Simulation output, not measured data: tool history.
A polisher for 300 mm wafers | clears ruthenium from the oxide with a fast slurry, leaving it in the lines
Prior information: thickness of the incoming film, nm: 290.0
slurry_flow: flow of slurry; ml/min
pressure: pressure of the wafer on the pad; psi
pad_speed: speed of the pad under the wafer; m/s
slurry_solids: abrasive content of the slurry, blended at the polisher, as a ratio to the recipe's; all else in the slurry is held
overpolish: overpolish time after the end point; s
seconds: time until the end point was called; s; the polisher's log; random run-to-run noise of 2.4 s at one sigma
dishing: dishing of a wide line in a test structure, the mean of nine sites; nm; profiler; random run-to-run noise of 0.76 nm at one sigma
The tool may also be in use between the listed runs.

Run 1, hour 0: slurry_flow 240 ml/min, pressure 2 psi, pad_speed 1.02 m/s, slurry_solids 1, overpolish 29 s. Result: seconds 121.65 s, dishing 49.44 nm.
Run 2, hour 1.6: slurry_flow 240 ml/min, pressure 2.5 psi, pad_speed 1.02 m/s, slurry_solids 1, overpolish 29 s. Result: seconds 109.24 s, dishing 58.195 nm.
Run 3, hour 8.8: slurry_flow 240 ml/min, pressure 2.5 psi, pad_speed 0.92 m/s, slurry_solids 1, overpolish 29 s. Result: seconds 117.64 s, dishing 51.72 nm.
Run 4, hour 10.4: slurry_flow 240 ml/min, pressure 2.5 psi, pad_speed 0.92 m/s, slurry_solids 1, overpolish 25 s. Result: seconds 121.67 s, dishing 45.275 nm.
Run 5, hour 17: slurry_flow 240 ml/min, pressure 3 psi, pad_speed 0.92 m/s, slurry_solids 1, overpolish 25 s. Result: seconds 105.93 s, dishing 50.983 nm.
Run 6, hour 21.3: slurry_flow 240 ml/min, pressure 3 psi, pad_speed 0.92 m/s, slurry_solids 1.1, overpolish 25 s. Result: seconds 102.62 s, dishing 53.635 nm.
Run 7, hour 24.2: slurry_flow 240 ml/min, pressure 2.9 psi, pad_speed 0.9 m/s, slurry_solids 1.1, overpolish 22 s. Result: seconds 107.83 s, dishing 46.075 nm.

Run 8, settings as shown, results not yet in. Your forecast:
Run 8, hour 27.1: slurry_flow 240 ml/min, pressure 2.6 psi, pad_speed 0.88 m/s, slurry_solids 1.1, overpolish 11 s. Result: seconds ?, dishing ?.

seconds: 114.2 s
dishing: 22.475 nm

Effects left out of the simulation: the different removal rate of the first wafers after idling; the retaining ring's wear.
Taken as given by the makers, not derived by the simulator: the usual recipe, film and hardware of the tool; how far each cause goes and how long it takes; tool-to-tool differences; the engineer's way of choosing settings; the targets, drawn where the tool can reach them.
